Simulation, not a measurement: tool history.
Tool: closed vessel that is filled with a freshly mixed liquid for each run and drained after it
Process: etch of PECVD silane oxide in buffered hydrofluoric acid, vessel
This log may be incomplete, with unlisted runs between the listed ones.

run,hour,temperature setpoint of the liquid (K),parts of 40 % ammonium fluoride to one part of 49 % hydrofluoric acid (parts by volume),time in the liquid (s),thickness taken off the PECVD silane oxide on a monitor wafer (Å)
1,0.0,297.15,18.5,90,826.32
2,8.5,298.15,18.5,90,880.56
3,17.2,298.15,18.5,95,907.89
4,18.3,298.15,18.5,95,917.83
5,27.3,299.15,18.5,95,965.67
6,29.2,300.15,18.5,95,1022.00
7,33.8,300.65,18.5,95,1060.70
8,37.7,301.15,18.5,95,1065.60

Run 9, settings as shown, results not yet in. Your forecast:
9,40.1,301.65,18.5,95,?

Run 9 produced thickness taken off the PECVD silane oxide on a monitor wafer (Å) 1105.80.
